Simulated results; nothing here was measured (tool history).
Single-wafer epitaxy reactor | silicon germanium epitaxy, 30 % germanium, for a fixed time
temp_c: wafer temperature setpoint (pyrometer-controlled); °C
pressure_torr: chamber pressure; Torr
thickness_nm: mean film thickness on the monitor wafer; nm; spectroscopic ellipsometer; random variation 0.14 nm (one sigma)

run,hour,temp_c,pressure_torr,thickness_nm
1,0.0,600,19.6,59.067
2,5.0,600,16.4,55.629
3,9.1,598,16.4,53.467
4,17.6,597,16.4,52.259
5,26.3,597,18.1,54.388
6,29.2,595,18.1,52.271
7,36.5,594,18.1,51.211
8,44.3,593,18.1,50.261

Run 9 comes next. What will it give?
9,49.5,592,18.1,?

thickness_nm: 49.268 nm
